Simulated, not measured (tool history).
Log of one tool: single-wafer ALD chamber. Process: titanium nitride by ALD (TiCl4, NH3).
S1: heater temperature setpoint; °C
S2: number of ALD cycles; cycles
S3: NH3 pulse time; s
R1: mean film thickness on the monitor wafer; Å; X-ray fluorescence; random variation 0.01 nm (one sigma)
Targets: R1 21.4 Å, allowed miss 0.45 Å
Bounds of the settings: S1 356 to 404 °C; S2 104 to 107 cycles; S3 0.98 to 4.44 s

| run | day | S1 | S2 | S3 | R1 |
|---|---|---|---|---|---|
| 1 | 0 | 380 | 104 | 2.71 | 23.59 |
| 2 | 0.079 | 380 | 104 | 3.28 | 23.839 |
| 3 | 0.458 | 374 | 104 | 2.68 | 23.437 |
| 4 | 0.525 | 369 | 104 | 2.24 | 22.832 |
| 5 | 0.712 | 369 | 104 | 2.24 | 22.769 |
| 6 | 0.817 | 366 | 104 | 1.92 | 22.337 |
| 7 | 0.9 | 364 | 104 | 1.72 | 22.114 |
| 8 | 1.079 | 356 | 104 | 0.98 | 19.201 |
| 9 | 1.175 | 360 | 105 | 0.99 | 19.834 |
| 10 | 1.329 | 362 | 106 | 1.07 | 20.59 |
| 11 | 1.558 | 362 | 106 | 1.07 | 20.514 |
| 12 | 1.821 | 363 | 106 | 1.1 | 20.835 |
| 13 | 2.029 | 368 | 107 | 1.45 | 22.601 |
| 14 | 2.338 | 366 | 107 | 1.45 | 22.214 |
| 15 | 2.471 | 366 | 107 | 1.45 | 22.179 |
| 16 | 2.692 | 365 | 107 | 1.45 | 22.191 |

Which of these 5 next moves meets every target?
| A | 2.912 | 361 | 107 | 1.03 | ? |
| B | 2.912 | 363 | 105 | 1.09 | ? |
| C | 2.912 | 368 | 107 | 1.45 | ? |
| D | 2.912 | 367 | 104 | 1.32 | ? |
| E | 2.912 | 364 | 106 | 1.04 | ? |

| move | R1 |
|---|---|
| A | 20.425 |
| B | 20.502 |
| C | 22.39 |
| D | 21.388 |
| E | 20.51 |
A: takes the result that was furthest off past its target
B: takes the result that was furthest off past its target
C: further off than the last run
D: meets every target
E: takes the result that was furthest off past its target
Move D is the one to make.
